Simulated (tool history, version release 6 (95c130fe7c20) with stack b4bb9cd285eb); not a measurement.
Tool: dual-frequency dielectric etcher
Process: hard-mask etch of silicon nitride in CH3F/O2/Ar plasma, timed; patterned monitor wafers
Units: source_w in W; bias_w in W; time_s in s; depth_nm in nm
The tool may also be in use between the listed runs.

{"run": 1, "day": 0.0, "source_w": 430, "bias_w": 91, "time_s": 201.5, "depth_nm": 162.89}
{"run": 2, "day": 0.046, "source_w": 400, "bias_w": 87, "time_s": 201.5, "depth_nm": 154.93}
{"run": 3, "day": 0.317, "source_w": 400, "bias_w": 73, "time_s": 201.5, "depth_nm": 145.49}
{"run": 4, "day": 0.45, "source_w": 400, "bias_w": 73, "time_s": 201.5, "depth_nm": 143.15}
{"run": 5, "day": 0.758, "source_w": 380, "bias_w": 72, "time_s": 201.5, "depth_nm": 139.05}
{"run": 6, "day": 0.95, "source_w": 380, "bias_w": 79, "time_s": 201.5, "depth_nm": 147.25}

Run 7 comes next. What will it give?
{"run": 7, "day": 1.3, "source_w": 360, "bias_w": 77, "time_s": 201.5, "depth_nm": "?"}

depth_nm: 142.56 nm

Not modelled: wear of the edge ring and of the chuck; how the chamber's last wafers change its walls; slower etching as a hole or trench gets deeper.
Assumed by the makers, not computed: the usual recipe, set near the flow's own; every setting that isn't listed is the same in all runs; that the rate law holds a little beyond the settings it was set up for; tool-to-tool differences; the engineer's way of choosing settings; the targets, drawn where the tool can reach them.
